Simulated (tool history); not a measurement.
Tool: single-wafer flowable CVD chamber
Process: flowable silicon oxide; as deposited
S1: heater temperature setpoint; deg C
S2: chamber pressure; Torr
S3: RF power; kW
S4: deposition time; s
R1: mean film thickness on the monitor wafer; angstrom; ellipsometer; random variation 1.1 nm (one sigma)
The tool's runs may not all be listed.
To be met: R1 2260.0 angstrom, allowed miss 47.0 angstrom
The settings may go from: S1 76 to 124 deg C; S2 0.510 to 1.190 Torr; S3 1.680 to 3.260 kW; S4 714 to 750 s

run	hour	S1	S2	S3	S4	R1
1	0.0	100	0.850	2.470	750	4925.9
2	7.6	100	0.850	2.240	750	4887.0
3	12.0	103	0.849	2.240	750	4423.8
4	15.0	103	0.849	2.240	714	4198.6
5	23.3	95	0.849	2.240	714	5313.1
6	29.7	99	0.847	2.240	714	4745.1
7	30.9	102	0.846	2.240	714	4306.1
8	36.1	105	0.845	2.240	714	3957.1
9	43.4	108	0.844	2.240	714	3632.4
10	49.2	110	0.843	2.240	714	3406.8
11	52.0	122	0.840	2.240	714	2439.3
12	58.0	122	0.840	2.240	714	2455.5
13	64.4	122	0.837	2.240	714	2440.6

Which of these 4 next moves meets every target?
A	70.8	116	0.790	2.015	714	?
B	70.8	123	0.896	2.700	719	?
C	70.8	124	0.836	1.860	719	?
D	70.8	124	0.781	2.220	719	?

move	R1
A	2673.4
B	2609.0
C	2274.9
D	2183.6
A: further off than the last run
B: further off than the last run
C: meets every target
D: takes the result that was furthest off past its target
Answer: C
